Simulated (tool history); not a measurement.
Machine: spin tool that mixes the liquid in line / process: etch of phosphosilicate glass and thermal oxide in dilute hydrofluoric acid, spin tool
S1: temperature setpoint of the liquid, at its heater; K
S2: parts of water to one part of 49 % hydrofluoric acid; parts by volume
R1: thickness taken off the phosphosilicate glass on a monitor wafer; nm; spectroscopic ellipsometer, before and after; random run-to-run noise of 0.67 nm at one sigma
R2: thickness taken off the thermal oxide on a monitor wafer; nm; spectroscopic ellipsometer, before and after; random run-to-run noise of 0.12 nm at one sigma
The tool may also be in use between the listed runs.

{"run": 1, "day": 0.0, "S1": 295.15, "S2": 215, "time under the liquid (s)": 70, "R1": 43.166, "R2": 1.2022}
{"run": 2, "day": 0.167, "S1": 292.65, "S2": 215, "time under the liquid (s)": 70, "R1": 39.359, "R2": 1.0892}
{"run": 3, "day": 0.367, "S1": 292.65, "S2": 215, "time under the liquid (s)": 55, "R1": 30.519, "R2": 0.92755}
{"run": 4, "day": 0.596, "S1": 292.65, "S2": 215, "time under the liquid (s)": 30, "R1": 16.625, "R2": 0.52135}
{"run": 5, "day": 0.929, "S1": 295.15, "S2": 170, "time under the liquid (s)": 40, "R1": 32.602, "R2": 0.97913}
{"run": 6, "day": 1.225, "S1": 295.15, "S2": 105, "time under the liquid (s)": 40, "R1": 56.43, "R2": 1.6628}
{"run": 7, "day": 1.275, "S1": 295.15, "S2": 105, "time under the liquid (s)": 40, "R1": 56.906, "R2": 1.6216}
{"run": 8, "day": 1.425, "S1": 297.15, "S2": 90, "time under the liquid (s)": 40, "R1": 73.165, "R2": 2.078}
{"run": 9, "day": 1.721, "S1": 301.15, "S2": 50, "time under the liquid (s)": 40, "R1": 161.94, "R2": 4.7979}
{"run": 10, "day": 1.971, "S1": 301.15, "S2": 50, "time under the liquid (s)": 40, "R1": 162.23, "R2": 4.5252}

Predict the results of run 11:
{"run": 11, "day": 2.321, "S1": 300.65, "S2": 50, "time under the liquid (s)": 40, "R1": "?", "R2": "?"}

Run 11 yielded R1 159.550 nm, R2 4.74610 nm.

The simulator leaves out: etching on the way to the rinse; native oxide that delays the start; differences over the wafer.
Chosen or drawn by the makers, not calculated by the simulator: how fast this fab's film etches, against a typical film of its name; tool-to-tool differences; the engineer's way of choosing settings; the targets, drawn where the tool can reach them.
